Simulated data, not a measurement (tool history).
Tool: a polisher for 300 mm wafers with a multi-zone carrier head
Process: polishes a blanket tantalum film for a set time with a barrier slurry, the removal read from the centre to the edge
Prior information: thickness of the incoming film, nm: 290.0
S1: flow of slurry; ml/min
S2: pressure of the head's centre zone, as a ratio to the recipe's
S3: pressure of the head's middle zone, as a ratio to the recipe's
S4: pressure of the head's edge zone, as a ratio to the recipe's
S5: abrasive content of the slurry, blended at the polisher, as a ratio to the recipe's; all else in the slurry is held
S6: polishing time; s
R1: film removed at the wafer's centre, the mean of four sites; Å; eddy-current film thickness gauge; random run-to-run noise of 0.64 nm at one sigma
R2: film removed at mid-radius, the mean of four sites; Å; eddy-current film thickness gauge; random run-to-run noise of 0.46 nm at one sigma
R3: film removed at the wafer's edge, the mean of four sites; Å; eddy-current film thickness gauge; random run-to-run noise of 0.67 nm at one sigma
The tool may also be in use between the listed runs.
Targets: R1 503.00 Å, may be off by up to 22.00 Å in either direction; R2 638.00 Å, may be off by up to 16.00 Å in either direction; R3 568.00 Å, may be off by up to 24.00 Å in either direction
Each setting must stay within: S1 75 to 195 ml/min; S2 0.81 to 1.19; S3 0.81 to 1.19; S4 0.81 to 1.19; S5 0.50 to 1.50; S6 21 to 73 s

| run | hour | S1 | S2 | S3 | S4 | S5 | S6 | R1 | R2 | R3 |
|---|---|---|---|---|---|---|---|---|---|---|
| 1 | 0.0 | 125 | 1.00 | 1.00 | 1.00 | 1.00 | 47 | 863.91 | 896.02 | 893.49 |
| 2 | 2.7 | 120 | 0.97 | 1.01 | 0.96 | 0.90 | 45 | 756.12 | 818.05 | 795.27 |
| 3 | 10.1 | 115 | 0.94 | 1.02 | 0.93 | 0.80 | 44 | 681.73 | 757.55 | 722.68 |
| 4 | 12.3 | 85 | 0.94 | 1.02 | 0.93 | 0.80 | 44 | 643.93 | 700.96 | 676.86 |
| 5 | 16.1 | 85 | 0.91 | 1.03 | 0.91 | 0.75 | 44 | 577.51 | 694.64 | 661.92 |
| 6 | 18.4 | 85 | 0.91 | 1.03 | 0.91 | 0.75 | 37 | 495.50 | 582.13 | 559.82 |
| 7 | 26.7 | 90 | 0.91 | 1.04 | 0.90 | 0.75 | 37 | 503.03 | 589.60 | 547.46 |
| 8 | 28.4 | 95 | 0.90 | 1.05 | 0.90 | 0.75 | 37 | 499.99 | 596.93 | 557.32 |
| 9 | 31.1 | 100 | 0.90 | 1.06 | 0.90 | 0.75 | 37 | 507.76 | 610.38 | 551.62 |
| 10 | 32.2 | 105 | 0.89 | 1.06 | 0.91 | 0.75 | 37 | 508.46 | 618.32 | 562.31 |

Below are 4 possible settings for the next run. Only one of them brings all results inside the allowed miss of their targets. Which is it?
| A | 33.3 | 105 | 0.90 | 1.12 | 0.95 | 0.65 | 40 | ? | ? | ? |
| B | 33.3 | 160 | 0.94 | 1.13 | 0.91 | 0.75 | 32 | ? | ? | ? |
| C | 33.3 | 125 | 0.93 | 1.18 | 0.83 | 0.65 | 37 | ? | ? | ? |
| D | 33.3 | 95 | 0.84 | 1.18 | 0.81 | 0.70 | 37 | ? | ? | ? |

| move | R1 | R2 | R3 |
|---|---|---|---|
| A | 512.44 | 629.78 | 558.64 |
| B | 512.94 | 602.26 | 509.13 |
| C | 507.43 | 628.21 | 495.93 |
| D | 457.83 | 632.71 | 501.38 |
A: every result within its allowed miss
B: its largest miss is bigger than the last run's
C: the furthest-off result lands on target, but another misses its tolerance
D: the furthest-off result lands on target, but another misses its tolerance
The right move is A.

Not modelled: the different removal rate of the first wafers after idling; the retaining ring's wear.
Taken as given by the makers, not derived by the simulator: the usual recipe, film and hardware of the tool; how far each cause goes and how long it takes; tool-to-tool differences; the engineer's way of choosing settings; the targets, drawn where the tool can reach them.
